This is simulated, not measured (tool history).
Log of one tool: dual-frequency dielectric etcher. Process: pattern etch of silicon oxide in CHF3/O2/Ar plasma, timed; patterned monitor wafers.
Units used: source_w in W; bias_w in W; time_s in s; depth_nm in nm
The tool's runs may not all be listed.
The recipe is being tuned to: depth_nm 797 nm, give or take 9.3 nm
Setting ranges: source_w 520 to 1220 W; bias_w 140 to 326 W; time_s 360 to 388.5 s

run  hour  source_w  bias_w  time_s  depth_nm
  1     0       870     233   388.5    1037.6
  2   5.7       810     218   387.5    983.73
  3  12.5       810     218   388.5    986.73
  4  18.6       760     207     388    935.44
  5    23       760     207   388.5    937.99
  6  30.2       840     207   388.5    974.81
     35.9  -- wet clean of the chamber
  7  35.9       780     201     388    900.05
  8  40.5       730     200     388    877.65
  9    47       700     200     388    863.11
 10  49.7       520     196     388    766.77
 11  51.1       530     196     388    770.22
 12  58.7       540     196     388    773.45
 13  65.9       550     196     388    781.38
 14  74.5       560     196     388    786.14

Next run, 4 choices. One meets every target within its allowed miss, the rest don't. Which?
  A  83.1       580     217     370         ?
  B  83.1       630     201   382.5         ?
  C  83.1       600     210     383         ?
  D  83.1       630     204   380.5         ?

move  depth_nm
   A    796.32
   B    818.35
   C    821.74
   D    819.76
A: every result lands within tolerance
B: moves the result that the last run missed by most past its target, out the other side
C: moves the result that the last run missed by most past its target, out the other side
D: moves the result that the last run missed by most past its target, out the other side
Answer: A

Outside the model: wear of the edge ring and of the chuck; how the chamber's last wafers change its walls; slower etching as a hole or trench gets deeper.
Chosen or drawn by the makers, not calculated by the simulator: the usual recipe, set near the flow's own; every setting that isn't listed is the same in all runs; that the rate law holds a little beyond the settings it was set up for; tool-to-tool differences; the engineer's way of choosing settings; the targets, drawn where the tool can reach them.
